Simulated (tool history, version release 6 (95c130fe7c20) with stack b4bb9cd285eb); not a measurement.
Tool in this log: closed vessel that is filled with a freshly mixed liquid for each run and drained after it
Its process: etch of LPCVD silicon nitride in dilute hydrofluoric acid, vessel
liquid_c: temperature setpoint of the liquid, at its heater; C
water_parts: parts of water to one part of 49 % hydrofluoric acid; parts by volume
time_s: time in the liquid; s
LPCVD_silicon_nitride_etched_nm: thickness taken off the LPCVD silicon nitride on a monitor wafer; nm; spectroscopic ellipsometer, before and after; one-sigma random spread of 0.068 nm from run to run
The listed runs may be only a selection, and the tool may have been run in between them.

run	day	liquid_c	water_parts	time_s	LPCVD_silicon_nitride_etched_nm
1	0	25	105	2800	15.11
2	0.146	23	105	2800	13.214
3	0.192	23	105	2800	13.203
4	0.338	26	105	2800	15.891
5	0.458	26	80	2800	21.081
6	0.675	23	80	2800	17.304

Run 7, settings as shown, results not yet in. Your forecast:
7	0.717	22	80	2800	?

{"run 7": {"LPCVD_silicon_nitride_etched_nm": 16.123}}
